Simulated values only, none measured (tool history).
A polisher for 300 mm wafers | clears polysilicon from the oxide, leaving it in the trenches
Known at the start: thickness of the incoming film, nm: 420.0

run  hour  flow of slurry (ml/min)  pressure of the wafer on the pad (psi)  speed of the pad under the wafer (cm/s)  overpolish time after the end point (s)  time until the end point was called (s)  dishing of a wide line in a test structure (nm)
  1   0.0                      210                                     2.2                                       94                                       25                                   42.221                                           66.103
  2   7.4                      210                                     2.5                                       94                                       25                                   37.895                                           69.162
  3  12.2                      175                                     2.5                                       94                                       25                                   37.876                                           66.123
  4  15.1                      175                                     2.5                                       94                                       32                                   37.620                                           68.802
  5  21.2                      165                                     2.2                                       94                                       26                                   44.088                                           67.659
  6  28.6                      165                                     2.2                                       86                                       26                                   46.711                                           67.342
  7  33.6                      155                                     2.0                                       90                                       22                                   51.211                                           63.805
  8  34.3                      150                                     1.9                                       94                                       19                                   52.000                                           62.121
  9  41.7                      145                                     1.8                                       98                                       16                                   52.769                                           57.411
 10  49.9                      140                                     1.7                                       98                                       14                                   56.117                                           54.324

The next listed run, before its measurement:
 11  57.7                      140                                     1.7                                       98                                       13                                        ?                                                ?

time until the end point was called (s): 55.343
dishing of a wide line in a test structure (nm): 51.694
